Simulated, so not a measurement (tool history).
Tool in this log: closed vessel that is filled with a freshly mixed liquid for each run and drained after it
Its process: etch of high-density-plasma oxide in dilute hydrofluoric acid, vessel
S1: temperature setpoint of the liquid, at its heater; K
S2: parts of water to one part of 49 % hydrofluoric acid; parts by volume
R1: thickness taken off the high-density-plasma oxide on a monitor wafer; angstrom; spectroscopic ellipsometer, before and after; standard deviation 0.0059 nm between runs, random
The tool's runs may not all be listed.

{"run": 1, "hour": 0.0, "S1": 295.15, "S2": 165, "time in the liquid (s)": 110, "R1": 38.567}
{"run": 2, "hour": 8.5, "S1": 295.15, "S2": 165, "time in the liquid (s)": 80, "R1": 27.911}
{"run": 3, "hour": 14.9, "S1": 295.15, "S2": 165, "time in the liquid (s)": 80, "R1": 28.035}
{"run": 4, "hour": 18.9, "S1": 292.15, "S2": 165, "time in the liquid (s)": 80, "R1": 24.954}
{"run": 5, "hour": 27.9, "S1": 291.65, "S2": 170, "time in the liquid (s)": 80, "R1": 23.621}
{"run": 6, "hour": 32.3, "S1": 291.65, "S2": 140, "time in the liquid (s)": 80, "R1": 29.659}

Forecast run 7:
{"run": 7, "hour": 38.1, "S1": 291.15, "S2": 155, "time in the liquid (s)": 80, "R1": "?"}

{"run 7": {"R1": 25.56}}

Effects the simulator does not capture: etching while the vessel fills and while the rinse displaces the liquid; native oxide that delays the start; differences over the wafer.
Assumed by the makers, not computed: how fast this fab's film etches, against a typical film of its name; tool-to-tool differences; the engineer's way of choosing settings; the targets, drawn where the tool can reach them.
